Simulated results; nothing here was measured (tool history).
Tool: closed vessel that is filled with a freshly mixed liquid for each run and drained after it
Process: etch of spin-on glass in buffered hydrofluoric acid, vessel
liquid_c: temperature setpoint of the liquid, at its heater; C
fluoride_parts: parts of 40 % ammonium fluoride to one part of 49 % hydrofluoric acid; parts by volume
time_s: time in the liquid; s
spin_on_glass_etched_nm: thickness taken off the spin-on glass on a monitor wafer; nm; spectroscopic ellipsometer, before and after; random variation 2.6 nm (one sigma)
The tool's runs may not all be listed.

| run | hour | liquid_c | fluoride_parts | time_s | spin_on_glass_etched_nm |
|---|---|---|---|---|---|
| 1 | 0.0 | 23 | 8.0 | 100 | 586.43 |
| 2 | 7.8 | 21 | 8.0 | 100 | 522.49 |
| 3 | 14.8 | 18 | 8.0 | 100 | 445.18 |
| 4 | 21.7 | 18 | 8.0 | 100 | 445.17 |
| 5 | 26.0 | 18 | 6.0 | 100 | 586.93 |
| 6 | 32.0 | 19 | 6.0 | 100 | 619.00 |

Run 7 comes next. What will it give?
| 7 | 34.1 | 17 | 7.5 | 100 | ? |

{"run 7": {"spin_on_glass_etched_nm": 447.63}}
